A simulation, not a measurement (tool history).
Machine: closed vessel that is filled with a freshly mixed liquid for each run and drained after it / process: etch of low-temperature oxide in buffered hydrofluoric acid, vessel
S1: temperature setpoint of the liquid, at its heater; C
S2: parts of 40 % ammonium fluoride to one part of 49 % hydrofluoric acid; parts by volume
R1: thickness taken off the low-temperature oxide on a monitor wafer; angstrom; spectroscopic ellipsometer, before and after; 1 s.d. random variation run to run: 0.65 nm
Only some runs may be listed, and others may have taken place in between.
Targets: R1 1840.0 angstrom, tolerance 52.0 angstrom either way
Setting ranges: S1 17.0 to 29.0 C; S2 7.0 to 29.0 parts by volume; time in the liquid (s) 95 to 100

{"run": 1, "hour": 0.0, "S1": 21.0, "S2": 18.0, "time in the liquid (s)": 95, "R1": 2179.3}
{"run": 2, "hour": 3.5, "S1": 23.5, "S2": 18.0, "time in the liquid (s)": 95, "R1": 2499.7}
{"run": 3, "hour": 12.5, "S1": 25.5, "S2": 18.0, "time in the liquid (s)": 95, "R1": 2803.8}
{"run": 4, "hour": 16.2, "S1": 23.5, "S2": 18.0, "time in the liquid (s)": 95, "R1": 2498.1}
{"run": 5, "hour": 25.1, "S1": 23.0, "S2": 18.0, "time in the liquid (s)": 95, "R1": 2427.3}
{"run": 6, "hour": 30.8, "S1": 25.0, "S2": 18.0, "time in the liquid (s)": 95, "R1": 2707.1}
{"run": 7, "hour": 38.8, "S1": 24.0, "S2": 18.0, "time in the liquid (s)": 95, "R1": 2573.4}
{"run": 8, "hour": 45.7, "S1": 23.5, "S2": 18.0, "time in the liquid (s)": 95, "R1": 2492.3}
{"run": 9, "hour": 51.3, "S1": 23.0, "S2": 18.0, "time in the liquid (s)": 95, "R1": 2409.9}
{"run": 10, "hour": 59.9, "S1": 22.5, "S2": 18.0, "time in the liquid (s)": 95, "R1": 2373.8}
{"run": 11, "hour": 65.1, "S1": 22.0, "S2": 18.0, "time in the liquid (s)": 95, "R1": 2300.2}
{"run": 12, "hour": 70.6, "S1": 21.5, "S2": 18.0, "time in the liquid (s)": 95, "R1": 2226.8}
{"run": 13, "hour": 76.0, "S1": 21.0, "S2": 18.0, "time in the liquid (s)": 95, "R1": 2164.7}
{"run": 14, "hour": 82.8, "S1": 20.5, "S2": 18.0, "time in the liquid (s)": 95, "R1": 2116.8}
{"run": 15, "hour": 84.0, "S1": 20.0, "S2": 18.0, "time in the liquid (s)": 95, "R1": 2070.5}

Of the 4 settings listed for the next run, only one would bring every result within its allowed miss of target. Which one?
{"run": "A", "hour": 85.2, "S1": 18.5, "S2": 21.0, "time in the liquid (s)": 100, "R1": "?"}
{"run": "B", "hour": 85.2, "S1": 20.5, "S2": 19.5, "time in the liquid (s)": 95, "R1": "?"}
{"run": "C", "hour": 85.2, "S1": 17.5, "S2": 19.5, "time in the liquid (s)": 100, "R1": "?"}
{"run": "D", "hour": 85.2, "S1": 20.5, "S2": 21.0, "time in the liquid (s)": 95, "R1": "?"}

move=A R1=1735.5
move=B R1=1957.0
move=C R1=1738.7
move=D R1=1845.5
A: takes the biggest miss from the last run beyond its target
B: better than the last run, though not everything is in spec
C: takes the biggest miss from the last run beyond its target
D: hits every target within its allowed miss
Move D is the one to make.
